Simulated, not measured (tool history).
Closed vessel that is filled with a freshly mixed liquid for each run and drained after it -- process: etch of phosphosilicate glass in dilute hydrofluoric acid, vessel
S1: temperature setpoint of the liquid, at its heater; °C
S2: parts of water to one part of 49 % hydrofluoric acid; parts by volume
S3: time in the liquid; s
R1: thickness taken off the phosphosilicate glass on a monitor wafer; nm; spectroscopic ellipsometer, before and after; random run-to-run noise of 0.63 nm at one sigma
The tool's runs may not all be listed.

run,hour,S1,S2,S3,R1
1,0.0,23.0,125,90,48.730
2,2.5,23.0,150,90,39.679
3,6.9,23.0,150,90,39.415
4,11.0,25.0,150,90,42.262
5,14.7,23.0,150,90,39.558
6,15.9,25.0,135,90,48.114
7,22.8,26.5,125,90,55.549
8,27.8,26.5,125,90,56.270
9,30.1,26.5,125,90,55.594

Forecast run 10:
10,35.7,27.5,115,90,?

R1: 64.042 nm

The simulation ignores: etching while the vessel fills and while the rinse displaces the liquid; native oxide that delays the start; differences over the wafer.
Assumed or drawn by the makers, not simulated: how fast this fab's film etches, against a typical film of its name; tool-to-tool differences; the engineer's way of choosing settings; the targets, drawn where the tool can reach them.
